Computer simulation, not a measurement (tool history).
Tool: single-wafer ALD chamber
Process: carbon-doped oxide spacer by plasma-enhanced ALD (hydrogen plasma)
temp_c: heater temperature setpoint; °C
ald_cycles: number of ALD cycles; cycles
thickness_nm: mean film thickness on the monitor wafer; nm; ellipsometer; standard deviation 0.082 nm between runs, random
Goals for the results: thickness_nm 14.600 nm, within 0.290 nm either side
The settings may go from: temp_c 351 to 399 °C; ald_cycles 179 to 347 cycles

Run 1, hour 0.0: temp_c 375 °C, ald_cycles 263 cycles. Result: thickness_nm 12.902 nm.
Run 2, hour 5.2: temp_c 375 °C, ald_cycles 272 cycles. Result: thickness_nm 13.254 nm.
Run 3, hour 6.3: temp_c 375 °C, ald_cycles 280 cycles. Result: thickness_nm 13.781 nm.
Run 4, hour 12.0: temp_c 379 °C, ald_cycles 280 cycles. Result: thickness_nm 13.689 nm.
Run 5, hour 14.6: temp_c 383 °C, ald_cycles 280 cycles. Result: thickness_nm 13.692 nm.
Run 6, hour 18.9: temp_c 378 °C, ald_cycles 280 cycles. Result: thickness_nm 13.673 nm.
Run 7, hour 23.7: temp_c 378 °C, ald_cycles 285 cycles. Result: thickness_nm 13.952 nm.
Run 8, hour 30.9: temp_c 378 °C, ald_cycles 289 cycles. Result: thickness_nm 14.074 nm.

5 next moves are on the table. One of them brings every result within its allowed miss. Which?
Run A, hour 38.1: temp_c 386 °C, ald_cycles 283 cycles. Result: thickness_nm ?.
Run B, hour 38.1: temp_c 389 °C, ald_cycles 317 cycles. Result: thickness_nm ?.
Run C, hour 38.1: temp_c 385 °C, ald_cycles 314 cycles. Result: thickness_nm ?.
Run D, hour 38.1: temp_c 377 °C, ald_cycles 275 cycles. Result: thickness_nm ?.
Run E, hour 38.1: temp_c 365 °C, ald_cycles 300 cycles. Result: thickness_nm ?.

move  thickness_nm
   A        13.862
   B        15.527
   C        15.380
   D        13.470
   E        14.694
A: moves away from the targets compared with the last run
B: takes the result that was furthest off past its target
C: takes the result that was furthest off past its target
D: moves away from the targets compared with the last run
E: each result inside its tolerance
E meets every target.
